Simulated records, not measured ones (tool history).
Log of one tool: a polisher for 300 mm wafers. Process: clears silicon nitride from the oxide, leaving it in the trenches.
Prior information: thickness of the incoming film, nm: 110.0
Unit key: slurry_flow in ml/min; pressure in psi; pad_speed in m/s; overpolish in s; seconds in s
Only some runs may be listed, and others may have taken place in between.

run	hour	slurry_flow	pressure	pad_speed	overpolish	seconds
1	0.0	180	3.2	1.04	6	125.550
2	0.6	180	3.2	1.04	6	126.160
3	2.8	220	3.2	1.04	6	122.340
4	7.0	220	2.8	1.04	6	141.000
5	14.9	220	2.1	1.04	6	182.080
6	16.7	220	2.1	1.04	4	185.000
7	18.9	225	3.0	1.14	4	118.600
8	22.7	225	3.3	1.14	4	108.020
9	30.9	225	3.5	1.14	4	101.600
10	36.8	225	3.7	1.14	4	95.440

Predict the results of run 11:
11	44.0	225	3.9	1.14	4	?

Run 11 measured seconds 93.535 s.
